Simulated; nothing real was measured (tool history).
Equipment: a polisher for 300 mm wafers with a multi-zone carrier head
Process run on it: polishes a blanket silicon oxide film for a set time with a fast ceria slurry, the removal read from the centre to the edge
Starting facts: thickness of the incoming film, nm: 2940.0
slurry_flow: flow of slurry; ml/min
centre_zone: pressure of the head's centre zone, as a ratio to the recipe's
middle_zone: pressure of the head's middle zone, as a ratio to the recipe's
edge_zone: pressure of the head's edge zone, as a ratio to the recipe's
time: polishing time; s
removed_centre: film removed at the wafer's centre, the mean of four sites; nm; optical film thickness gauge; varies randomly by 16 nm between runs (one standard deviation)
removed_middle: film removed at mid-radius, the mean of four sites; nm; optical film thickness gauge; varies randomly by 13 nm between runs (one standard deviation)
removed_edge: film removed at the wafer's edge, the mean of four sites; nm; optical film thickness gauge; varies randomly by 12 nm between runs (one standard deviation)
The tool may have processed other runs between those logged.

run    day  slurry_flow  centre_zone  middle_zone  edge_zone  time  removed_centre  removed_middle  removed_edge
  1  0.000          130         1.00         1.00       1.00    41          788.20          776.98        778.32
  2  0.183          135         1.01         1.01       1.02    42          785.49          821.52        801.13
  3  0.529          135         1.01         0.93       1.02    42          799.49          763.55        800.50
  4  0.871          140         1.02         0.94       1.03    44          870.97          828.34        835.66
  5  1.212          140         1.02         0.94       1.04    46          899.27          843.75        907.88
  6  1.371          145         1.03         0.96       1.04    47          948.46          888.08        914.25
  7  1.446          150         1.03         0.97       1.05    48          977.85          939.34        939.34

Predict the results of run 8:
  8  1.721          155         1.03         0.97       1.06    49               ?               ?             ?

Run 8 measured removed_centre 998.48 nm, removed_middle 945.36 nm, removed_edge 972.93 nm.

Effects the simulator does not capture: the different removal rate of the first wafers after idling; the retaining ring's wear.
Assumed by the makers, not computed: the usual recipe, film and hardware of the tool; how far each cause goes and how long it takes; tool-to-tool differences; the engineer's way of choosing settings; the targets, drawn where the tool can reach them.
